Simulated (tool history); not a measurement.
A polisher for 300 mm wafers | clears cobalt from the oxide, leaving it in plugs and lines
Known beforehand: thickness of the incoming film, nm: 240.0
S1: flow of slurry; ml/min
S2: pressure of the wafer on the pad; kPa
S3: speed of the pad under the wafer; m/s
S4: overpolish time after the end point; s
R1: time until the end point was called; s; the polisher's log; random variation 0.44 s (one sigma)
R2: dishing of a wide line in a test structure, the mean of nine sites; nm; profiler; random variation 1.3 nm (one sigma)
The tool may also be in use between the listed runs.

Run 1, hour 0.0: S1 210 ml/min, S2 11.0 kPa, S3 1.18 m/s, S4 11 s. Result: R1 45.533 s, R2 37.511 nm.
Run 2, hour 3.0: S1 210 ml/min, S2 11.7 kPa, S3 1.18 m/s, S4 11 s. Result: R1 43.738 s, R2 38.869 nm.
Run 3, hour 9.4: S1 210 ml/min, S2 11.7 kPa, S3 1.18 m/s, S4 7 s. Result: R1 42.152 s, R2 27.381 nm.
Run 4, hour 14.0: S1 210 ml/min, S2 11.7 kPa, S3 1.18 m/s, S4 9 s. Result: R1 42.838 s, R2 34.987 nm.
Run 5, hour 21.7: S1 210 ml/min, S2 11.7 kPa, S3 1.32 m/s, S4 9 s. Result: R1 38.132 s, R2 36.373 nm.
Run 6, hour 29.9: S1 210 ml/min, S2 12.4 kPa, S3 1.32 m/s, S4 9 s. Result: R1 35.841 s, R2 37.094 nm.

Predict the results of run 7:
Run 7, hour 37.6: S1 210 ml/min, S2 13.1 kPa, S3 1.32 m/s, S4 9 s. Result: R1 ?, R2 ?.

{"run 7": {"R1": 34.037, "R2": 38.188}}
